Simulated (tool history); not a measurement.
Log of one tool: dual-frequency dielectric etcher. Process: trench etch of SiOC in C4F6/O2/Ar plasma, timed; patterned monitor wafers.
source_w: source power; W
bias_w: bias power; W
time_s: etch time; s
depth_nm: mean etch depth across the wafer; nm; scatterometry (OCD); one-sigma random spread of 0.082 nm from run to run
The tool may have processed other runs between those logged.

Run 1, hour 0: source_w 290 W, bias_w 231 W, time_s 9 s. Result: depth_nm 17.289 nm.
Run 2, hour 4: source_w 310 W, bias_w 231 W, time_s 9 s. Result: depth_nm 17.854 nm.
Run 3, hour 7.6: source_w 280 W, bias_w 227 W, time_s 9 s. Result: depth_nm 17.012 nm.
Run 4, hour 10.8: source_w 260 W, bias_w 224 W, time_s 9 s. Result: depth_nm 16.268 nm.
Run 5, hour 16.3: source_w 250 W, bias_w 223 W, time_s 9 s. Result: depth_nm 16.019 nm.
Run 6, hour 24.8: source_w 250 W, bias_w 223 W, time_s 8 s. Result: depth_nm 14.213 nm.
Run 7, hour 27.5: source_w 260 W, bias_w 225 W, time_s 8 s. Result: depth_nm 14.446 nm.

Predict the results of run 8:
Run 8, hour 31.4: source_w 270 W, bias_w 226 W, time_s 8 s. Result: depth_nm ?.

{"run 8": {"depth_nm": 14.759}}

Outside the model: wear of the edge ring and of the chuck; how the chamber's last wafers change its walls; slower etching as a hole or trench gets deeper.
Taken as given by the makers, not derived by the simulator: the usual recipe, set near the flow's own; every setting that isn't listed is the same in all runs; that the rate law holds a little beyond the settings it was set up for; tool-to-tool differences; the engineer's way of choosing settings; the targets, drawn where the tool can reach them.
